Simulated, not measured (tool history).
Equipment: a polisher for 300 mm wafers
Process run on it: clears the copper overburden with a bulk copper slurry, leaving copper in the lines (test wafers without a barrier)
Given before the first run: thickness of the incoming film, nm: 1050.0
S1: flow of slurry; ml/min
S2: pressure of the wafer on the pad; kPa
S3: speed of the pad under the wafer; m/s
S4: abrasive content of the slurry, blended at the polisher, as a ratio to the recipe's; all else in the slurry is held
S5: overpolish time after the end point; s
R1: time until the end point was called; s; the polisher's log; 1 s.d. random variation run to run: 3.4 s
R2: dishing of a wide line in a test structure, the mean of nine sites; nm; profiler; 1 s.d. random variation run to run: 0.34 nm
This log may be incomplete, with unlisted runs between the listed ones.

run	hour	S1	S2	S3	S4	S5	R1	R2
1	0	230	13.8	1.12	1	12	149.92	46.527
2	7.9	230	12.4	1.12	1	12	161.27	42.229
3	10.3	190	12.4	1.12	1	12	163.84	43.195
4	12	170	12.4	1.12	1	12	169.27	42.926
5	20.9	210	12.4	1.12	1	12	159.77	40.713
6	22.9	225	11.7	1.14	1	11	164.29	37.824
7	23.8	160	7.6	1.42	1.15	5	195.97	17.033
8	32.6	160	7.6	1.44	1.15	5	201.08	17.059
9	36	175	6.9	1.58	1.25	4	196.72	14.484
10	39.3	175	8.3	1.58	1.2	5	166.08	19.49

Expected results for the next run?
11	43.5	175	8.3	1.58	1.2	5	?	?

{"run 11": {"R1": 168.31, "R2": 20.561}}
